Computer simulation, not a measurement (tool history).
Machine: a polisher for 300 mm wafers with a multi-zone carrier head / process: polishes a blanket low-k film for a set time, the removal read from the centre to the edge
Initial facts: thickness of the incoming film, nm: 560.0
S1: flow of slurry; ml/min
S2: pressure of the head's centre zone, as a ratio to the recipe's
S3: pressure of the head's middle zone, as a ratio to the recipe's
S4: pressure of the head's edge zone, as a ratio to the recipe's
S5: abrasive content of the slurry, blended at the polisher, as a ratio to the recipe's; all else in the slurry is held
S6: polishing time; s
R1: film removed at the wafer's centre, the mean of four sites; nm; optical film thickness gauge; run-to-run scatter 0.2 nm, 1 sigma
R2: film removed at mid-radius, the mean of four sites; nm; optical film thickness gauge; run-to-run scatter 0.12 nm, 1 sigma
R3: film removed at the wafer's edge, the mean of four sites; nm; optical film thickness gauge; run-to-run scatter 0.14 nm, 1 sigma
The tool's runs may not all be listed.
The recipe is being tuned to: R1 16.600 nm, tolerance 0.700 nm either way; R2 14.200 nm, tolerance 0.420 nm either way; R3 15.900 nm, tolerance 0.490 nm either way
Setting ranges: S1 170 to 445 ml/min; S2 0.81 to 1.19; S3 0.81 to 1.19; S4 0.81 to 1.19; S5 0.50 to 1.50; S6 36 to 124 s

Run 1, day 0.000: S1 285 ml/min, S2 1.00, S3 1.00, S4 1.00, S5 1.00, S6 79 s. Result: R1 22.829 nm, R2 22.819 nm, R3 23.372 nm.
Run 2, day 0.062: S1 285 ml/min, S2 1.00, S3 1.00, S4 1.06, S5 1.00, S6 79 s. Result: R1 23.017 nm, R2 22.625 nm, R3 23.906 nm.
Run 3, day 0.400: S1 285 ml/min, S2 1.00, S3 1.00, S4 1.13, S5 1.00, S6 79 s. Result: R1 22.468 nm, R2 22.527 nm, R3 24.690 nm.
Run 4, day 0.762: S1 285 ml/min, S2 1.00, S3 0.98, S4 1.10, S5 0.95, S6 78 s. Result: R1 22.186 nm, R2 21.512 nm, R3 23.255 nm.
Run 5, day 1.083: S1 285 ml/min, S2 1.00, S3 0.98, S4 1.10, S5 1.05, S6 78 s. Result: R1 23.025 nm, R2 22.829 nm, R3 25.020 nm.
Run 6, day 1.317: S1 280 ml/min, S2 0.99, S3 0.96, S4 1.09, S5 0.95, S6 77 s. Result: R1 20.900 nm, R2 20.585 nm, R3 22.850 nm.
Run 7, day 1.583: S1 280 ml/min, S2 0.99, S3 0.96, S4 1.09, S5 0.95, S6 77 s. Result: R1 21.331 nm, R2 20.835 nm, R3 22.833 nm.
At day 1.704: slurry nozzle cleaned.
Run 8, day 1.704: S1 265 ml/min, S2 1.02, S3 0.86, S4 0.99, S5 0.70, S6 71 s. Result: R1 17.529 nm, R2 15.316 nm, R3 17.653 nm.
Run 9, day 1.846: S1 260 ml/min, S2 1.02, S3 0.85, S4 0.97, S5 0.70, S6 71 s. Result: R1 18.186 nm, R2 15.205 nm, R3 17.410 nm.
Run 10, day 1.954: S1 260 ml/min, S2 1.01, S3 0.85, S4 0.96, S5 0.70, S6 71 s. Result: R1 17.985 nm, R2 15.199 nm, R3 17.241 nm.
Run 11, day 2.312: S1 255 ml/min, S2 1.00, S3 0.85, S4 0.95, S5 0.70, S6 71 s. Result: R1 17.502 nm, R2 15.190 nm, R3 17.171 nm.
Run 12, day 2.442: S1 250 ml/min, S2 1.00, S3 0.84, S4 0.94, S5 0.70, S6 71 s. Result: R1 16.834 nm, R2 14.945 nm, R3 16.821 nm.
Run 13, day 2.750: S1 245 ml/min, S2 1.00, S3 0.84, S4 0.93, S5 0.70, S6 71 s. Result: R1 17.420 nm, R2 15.214 nm, R3 16.709 nm.

Which of these 5 next moves meets every target?
Run A, day 3.058: S1 240 ml/min, S2 1.06, S3 0.86, S4 0.84, S5 0.70, S6 69 s. Result: R1 ?, R2 ?, R3 ?.
Run B, day 3.058: S1 170 ml/min, S2 1.03, S3 0.85, S4 0.90, S5 0.85, S6 63 s. Result: R1 ?, R2 ?, R3 ?.
Run C, day 3.058: S1 275 ml/min, S2 1.02, S3 0.84, S4 0.90, S5 0.65, S6 76 s. Result: R1 ?, R2 ?, R3 ?.
Run D, day 3.058: S1 250 ml/min, S2 1.05, S3 0.81, S4 0.93, S5 0.75, S6 67 s. Result: R1 ?, R2 ?, R3 ?.
Run E, day 3.058: S1 315 ml/min, S2 1.08, S3 0.83, S4 1.02, S5 0.55, S6 80 s. Result: R1 ?, R2 ?, R3 ?.

move      R1      R2      R3
   A  17.659  14.535  15.672
   B  16.619  14.049  16.020
   C  18.082  15.149  17.102
   D  17.902  14.159  16.772
   E  17.949  14.029  16.905
A: gets the furthest-off result to its target, but another result is out of tolerance
B: all results in spec
C: neither nearer nor further off than the last run
D: gets the furthest-off result to its target, but another result is out of tolerance
E: gets the furthest-off result to its target, but another result is out of tolerance
Correct choice: B, which meets every target
